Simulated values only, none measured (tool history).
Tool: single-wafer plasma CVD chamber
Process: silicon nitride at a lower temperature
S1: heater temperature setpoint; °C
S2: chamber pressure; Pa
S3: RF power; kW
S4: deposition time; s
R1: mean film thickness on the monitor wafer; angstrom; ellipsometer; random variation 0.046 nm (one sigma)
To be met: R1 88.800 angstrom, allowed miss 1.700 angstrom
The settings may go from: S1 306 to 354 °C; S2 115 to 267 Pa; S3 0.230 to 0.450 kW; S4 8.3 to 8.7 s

run	hour	S1	S2	S3	S4	R1
1	0.0	330	191	0.340	8.7	107.550
2	0.6	330	175	0.325	8.7	101.390
3	7.3	330	161	0.320	8.7	95.746
4	9.2	330	161	0.360	8.7	104.240
5	12.0	330	149	0.350	8.7	97.395
6	14.2	330	141	0.350	8.7	94.917
7	20.0	330	136	0.350	8.7	93.512
8	24.8	330	132	0.350	8.7	91.106

Which of these 4 next moves meets every target?
A	29.6	332	133	0.365	8.7	?
B	29.6	328	135	0.335	8.7	?
C	29.6	329	136	0.365	8.7	?
D	29.6	323	149	0.330	8.7	?

move	R1
A	94.573
B	89.679
C	95.841
D	94.419
A: further off than the last run
B: meets every target
C: further off than the last run
D: further off than the last run
Answer: B
